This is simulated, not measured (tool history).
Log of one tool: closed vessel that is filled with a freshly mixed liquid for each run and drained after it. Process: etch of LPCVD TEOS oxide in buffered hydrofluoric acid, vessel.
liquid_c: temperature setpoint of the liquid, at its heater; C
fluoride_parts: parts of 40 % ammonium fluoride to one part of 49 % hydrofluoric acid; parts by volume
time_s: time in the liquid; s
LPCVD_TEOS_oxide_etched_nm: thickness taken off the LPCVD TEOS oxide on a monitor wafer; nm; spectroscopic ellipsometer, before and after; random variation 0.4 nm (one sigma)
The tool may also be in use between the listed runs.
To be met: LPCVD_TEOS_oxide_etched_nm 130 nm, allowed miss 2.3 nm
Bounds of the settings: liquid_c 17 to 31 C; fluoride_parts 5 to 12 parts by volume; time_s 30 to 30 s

run    day  liquid_c  fluoride_parts  time_s  LPCVD_TEOS_oxide_etched_nm
  1      0        23               7      30                      76.872
  2  0.292        23             5.5      30                      96.803
  3  0.562        24             5.5      30                      101.86
  4  0.942      21.5             5.5      30                      88.593
  5  1.225      22.5             5.5      30                      94.448
  6  1.271      22.5             5.5      30                       93.65
     1.629  -- hydrofluoric acid flow meter replaced
  7  1.629      23.5             5.5      30                      105.15
  8   1.85        24             5.5      30                      108.49
  9  1.946      24.5             5.5      30                       111.1
 10  2.204        25             5.5      30                      113.32
 11  2.562      25.5             5.5      30                      117.14
 12  2.679        26             5.5      30                      120.42
 13  2.725      26.5             5.5      30                      122.97
 14  2.908        27             5.5      30                      126.41

4 next moves are on the table. One of them brings every result within its allowed miss. Which?
  A  3.092        26               5      30                           ?
  B  3.092        28             5.5      30                           ?
  C  3.092      29.5               6      30                           ?
  D  3.092        27               5      30                           ?

move  LPCVD_TEOS_oxide_etched_nm
   A                      129.98
   B                      133.43
   C                      134.16
   D                      137.12
A: meets every target
B: takes the result that was furthest off past its target
C: takes the result that was furthest off past its target
D: takes the result that was furthest off past its target
The right move is A.

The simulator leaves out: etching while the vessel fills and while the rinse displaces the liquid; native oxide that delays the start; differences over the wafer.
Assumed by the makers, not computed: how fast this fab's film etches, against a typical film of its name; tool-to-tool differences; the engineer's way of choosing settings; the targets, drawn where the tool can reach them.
